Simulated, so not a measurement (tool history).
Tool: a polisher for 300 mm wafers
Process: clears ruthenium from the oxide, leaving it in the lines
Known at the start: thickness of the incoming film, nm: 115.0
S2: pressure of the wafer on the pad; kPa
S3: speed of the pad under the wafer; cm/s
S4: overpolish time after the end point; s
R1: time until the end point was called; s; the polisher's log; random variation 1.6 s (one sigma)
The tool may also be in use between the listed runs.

{"run": 1, "day": 0.0, "flow of slurry (ml/min)": 265, "S2": 13.1, "S3": 120, "S4": 35, "R1": 94.104}
{"run": 2, "day": 0.325, "flow of slurry (ml/min)": 265, "S2": 11, "S3": 118, "S4": 35, "R1": 110.29}
{"run": 3, "day": 0.35, "flow of slurry (ml/min)": 265, "S2": 11, "S3": 140, "S4": 35, "R1": 95.579}
{"run": 4, "day": 0.6, "flow of slurry (ml/min)": 260, "S2": 9.7, "S3": 130, "S4": 35, "R1": 113.52}
{"run": 5, "day": 0.708, "flow of slurry (ml/min)": 255, "S2": 8.3, "S3": 124, "S4": 35, "R1": 135.32}
{"run": 6, "day": 0.929, "flow of slurry (ml/min)": 255, "S2": 8.3, "S3": 114, "S4": 35, "R1": 144.04}

Run 7 comes next. What will it give?
{"run": 7, "day": 1.138, "flow of slurry (ml/min)": 250, "S2": 7.6, "S3": 114, "S4": 35, "R1": "?"}

R1: 154.29 s
